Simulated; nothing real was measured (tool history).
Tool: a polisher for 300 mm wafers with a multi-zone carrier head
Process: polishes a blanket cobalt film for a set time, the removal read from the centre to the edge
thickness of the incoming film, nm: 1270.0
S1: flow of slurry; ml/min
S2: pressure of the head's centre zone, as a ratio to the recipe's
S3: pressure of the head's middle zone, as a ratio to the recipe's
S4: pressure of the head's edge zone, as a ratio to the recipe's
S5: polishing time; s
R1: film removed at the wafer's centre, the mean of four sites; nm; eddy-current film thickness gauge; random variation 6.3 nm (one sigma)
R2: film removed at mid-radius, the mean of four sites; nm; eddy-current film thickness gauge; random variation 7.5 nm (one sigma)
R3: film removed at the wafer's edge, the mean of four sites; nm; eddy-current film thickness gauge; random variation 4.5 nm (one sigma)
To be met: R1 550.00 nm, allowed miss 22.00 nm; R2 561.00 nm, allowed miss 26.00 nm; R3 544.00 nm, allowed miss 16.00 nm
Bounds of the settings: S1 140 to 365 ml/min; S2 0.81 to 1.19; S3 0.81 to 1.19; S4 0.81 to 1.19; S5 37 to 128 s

| run | day | S1 | S2 | S3 | S4 | S5 | R1 | R2 | R3 |
|---|---|---|---|---|---|---|---|---|---|
| 1 | 0.000 | 235 | 1.00 | 1.00 | 1.00 | 82 | 461.10 | 446.12 | 458.17 |
| 2 | 0.133 | 245 | 1.02 | 1.04 | 1.04 | 84 | 487.23 | 464.91 | 481.10 |
| 3 | 0.408 | 250 | 1.02 | 1.08 | 1.05 | 86 | 503.91 | 520.91 | 490.59 |
| 4 | 0.525 | 250 | 1.02 | 1.05 | 1.05 | 86 | 492.83 | 506.32 | 493.60 |
| 5 | 0.804 | 250 | 1.02 | 1.05 | 1.13 | 86 | 496.96 | 479.26 | 507.28 |
| 6 | 0.829 | 260 | 1.03 | 1.07 | 1.14 | 87 | 517.56 | 505.26 | 518.82 |
| 7 | 1.038 | 270 | 1.03 | 1.08 | 1.15 | 87 | 513.19 | 514.44 | 532.27 |
| 8 | 1.317 | 280 | 1.04 | 1.09 | 1.15 | 87 | 508.34 | 513.92 | 520.70 |
| 9 | 1.592 | 280 | 1.05 | 1.10 | 1.15 | 88 | 519.09 | 541.93 | 529.57 |

Which of these 4 next moves meets every target?
| A | 1.867 | 220 | 0.92 | 0.97 | 1.19 | 97 | ? | ? | ? |
| B | 1.867 | 250 | 0.95 | 0.98 | 1.15 | 91 | ? | ? | ? |
| C | 1.867 | 235 | 1.04 | 1.09 | 1.06 | 96 | ? | ? | ? |
| D | 1.867 | 255 | 0.96 | 1.03 | 1.19 | 93 | ? | ? | ? |

| move | R1 | R2 | R3 |
|---|---|---|---|
| A | 491.44 | 509.47 | 582.33 |
| B | 485.52 | 490.40 | 544.05 |
| C | 556.52 | 560.29 | 547.57 |
| D | 503.00 | 523.42 | 566.25 |
A: further off than the last run
B: further off than the last run
C: meets every target
D: further off than the last run
Move C is the one to make.
